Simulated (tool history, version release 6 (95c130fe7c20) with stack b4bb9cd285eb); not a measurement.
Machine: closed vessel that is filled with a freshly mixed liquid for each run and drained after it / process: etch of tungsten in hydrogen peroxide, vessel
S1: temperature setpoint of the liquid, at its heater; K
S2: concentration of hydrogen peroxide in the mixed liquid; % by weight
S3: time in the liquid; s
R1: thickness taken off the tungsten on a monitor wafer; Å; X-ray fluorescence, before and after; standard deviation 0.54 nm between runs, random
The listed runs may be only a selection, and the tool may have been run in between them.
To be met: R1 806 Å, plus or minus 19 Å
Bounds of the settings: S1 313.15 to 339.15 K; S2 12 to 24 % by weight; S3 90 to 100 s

{"run": 1, "hour": 0.0, "S1": 329.15, "S2": 16, "S3": 90, "R1": 1615.2}
{"run": 2, "hour": 7.8, "S1": 329.15, "S2": 14, "S3": 90, "R1": 1509.8}
{"run": 3, "hour": 12.5, "S1": 329.15, "S2": 14, "S3": 90, "R1": 1516.3}
{"run": 4, "hour": 18.2, "S1": 329.15, "S2": 16, "S3": 90, "R1": 1599.1}
{"run": 5, "hour": 20.9, "S1": 322.65, "S2": 16, "S3": 90, "R1": 1074.8}
{"run": 6, "hour": 26.4, "S1": 321.65, "S2": 16, "S3": 90, "R1": 1015}
{"run": 7, "hour": 34.8, "S1": 320.65, "S2": 16, "S3": 90, "R1": 961.28}
{"run": 8, "hour": 36.0, "S1": 320.15, "S2": 16, "S3": 90, "R1": 933}
{"run": 9, "hour": 39.5, "S1": 319.65, "S2": 16, "S3": 90, "R1": 899.55}
{"hour": 48.2, "done": "thermometer replaced"}
{"run": 10, "hour": 48.2, "S1": 319.15, "S2": 16, "S3": 90, "R1": 935.25}
{"run": 11, "hour": 53.8, "S1": 318.65, "S2": 16, "S3": 90, "R1": 900.1}
{"run": 12, "hour": 61.4, "S1": 318.15, "S2": 16, "S3": 90, "R1": 870.78}
{"run": 13, "hour": 69.4, "S1": 317.65, "S2": 16, "S3": 90, "R1": 847.21}

Which single option among these 4 for the next run brings every result within its allowed miss of target? Just one does.
{"run": "A", "hour": 77.4, "S1": 316.15, "S2": 18.5, "S3": 95, "R1": "?"}
{"run": "B", "hour": 77.4, "S1": 321.15, "S2": 13, "S3": 90, "R1": "?"}
{"run": "C", "hour": 77.4, "S1": 318.65, "S2": 15.5, "S3": 90, "R1": "?"}
{"run": "D", "hour": 77.4, "S1": 316.65, "S2": 16.5, "S3": 90, "R1": "?"}

move=A R1=875.65
move=B R1=952.22
move=C R1=889.64
move=D R1=808.81
A: further off than the last run
B: further off than the last run
C: further off than the last run
D: each result inside its tolerance
Correct choice: D, which meets every target
